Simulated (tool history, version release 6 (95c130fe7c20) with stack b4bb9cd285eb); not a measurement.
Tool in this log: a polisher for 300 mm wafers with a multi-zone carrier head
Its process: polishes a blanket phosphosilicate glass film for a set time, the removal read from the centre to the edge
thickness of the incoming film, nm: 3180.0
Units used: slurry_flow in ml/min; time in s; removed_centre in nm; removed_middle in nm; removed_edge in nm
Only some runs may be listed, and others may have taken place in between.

{"run": 1, "day": 0.0, "slurry_flow": 265, "centre_zone": 1, "middle_zone": 1, "edge_zone": 1, "slurry_solids": 1, "time": 41, "removed_centre": 179.99, "removed_middle": 179.51, "removed_edge": 181.47}
{"run": 2, "day": 0.2, "slurry_flow": 220, "centre_zone": 1, "middle_zone": 1, "edge_zone": 1, "slurry_solids": 1, "time": 41, "removed_centre": 177.74, "removed_middle": 179.66, "removed_edge": 181.33}
{"run": 3, "day": 0.304, "slurry_flow": 220, "centre_zone": 0.96, "middle_zone": 1, "edge_zone": 1, "slurry_solids": 1, "time": 41, "removed_centre": 170.55, "removed_middle": 177.39, "removed_edge": 175.96}
{"run": 4, "day": 0.471, "slurry_flow": 220, "centre_zone": 0.95, "middle_zone": 1, "edge_zone": 1, "slurry_solids": 1, "time": 41, "removed_centre": 170.29, "removed_middle": 174.72, "removed_edge": 178.53}
{"run": 5, "day": 0.779, "slurry_flow": 220, "centre_zone": 0.87, "middle_zone": 1, "edge_zone": 1, "slurry_solids": 1, "time": 41, "removed_centre": 155.86, "removed_middle": 174.31, "removed_edge": 181.46}
{"run": 6, "day": 1.125, "slurry_flow": 220, "centre_zone": 0.87, "middle_zone": 1, "edge_zone": 1, "slurry_solids": 1, "time": 50, "removed_centre": 189.85, "removed_middle": 207.88, "removed_edge": 216.16}
{"run": 7, "day": 1.296, "slurry_flow": 220, "centre_zone": 0.87, "middle_zone": 1, "edge_zone": 0.98, "slurry_solids": 0.95, "time": 50, "removed_centre": 186.69, "removed_middle": 212.1, "removed_edge": 211.28}
{"run": 8, "day": 1.388, "slurry_flow": 220, "centre_zone": 0.88, "middle_zone": 0.98, "edge_zone": 0.97, "slurry_solids": 0.9, "time": 50, "removed_centre": 187.04, "removed_middle": 199.12, "removed_edge": 203.19}
{"run": 9, "day": 1.446, "slurry_flow": 220, "centre_zone": 0.87, "middle_zone": 0.98, "edge_zone": 0.96, "slurry_solids": 0.85, "time": 50, "removed_centre": 179.31, "removed_middle": 198.28, "removed_edge": 198.47}
{"run": 10, "day": 1.521, "slurry_flow": 220, "centre_zone": 0.87, "middle_zone": 0.97, "edge_zone": 0.95, "slurry_solids": 0.8, "time": 50, "removed_centre": 178.67, "removed_middle": 190.34, "removed_edge": 189.32}

Forecast run 11:
{"run": 11, "day": 1.742, "slurry_flow": 205, "centre_zone": 0.81, "middle_zone": 0.97, "edge_zone": 0.9, "slurry_solids": 0.6, "time": 49, "removed_centre": "?", "removed_middle": "?", "removed_edge": "?"}

Run 11 gave removed_centre 143.62 nm, removed_middle 168.57 nm, removed_edge 161.74 nm.
